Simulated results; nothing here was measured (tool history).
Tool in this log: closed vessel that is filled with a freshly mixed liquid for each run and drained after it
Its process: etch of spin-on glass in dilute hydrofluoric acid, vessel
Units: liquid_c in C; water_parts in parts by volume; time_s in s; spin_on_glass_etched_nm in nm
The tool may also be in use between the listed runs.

| run | hour | liquid_c | water_parts | time_s | spin_on_glass_etched_nm |
|---|---|---|---|---|---|
| 1 | 0 | 21 | 155 | 30 | 6.5095 |
| 2 | 2.9 | 22.5 | 140 | 30 | 7.6973 |
| 3 | 6.6 | 22.5 | 140 | 30 | 7.7709 |
| 4 | 14 | 20 | 140 | 30 | 6.9175 |
| 5 | 17.4 | 20 | 190 | 30 | 4.9417 |
| 6 | 24.2 | 17.5 | 190 | 30 | 4.4672 |

Expected results for the next run?
| 7 | 33.4 | 19.5 | 165 | 30 | ? |

{"run 7": {"spin_on_glass_etched_nm": 5.7308}}

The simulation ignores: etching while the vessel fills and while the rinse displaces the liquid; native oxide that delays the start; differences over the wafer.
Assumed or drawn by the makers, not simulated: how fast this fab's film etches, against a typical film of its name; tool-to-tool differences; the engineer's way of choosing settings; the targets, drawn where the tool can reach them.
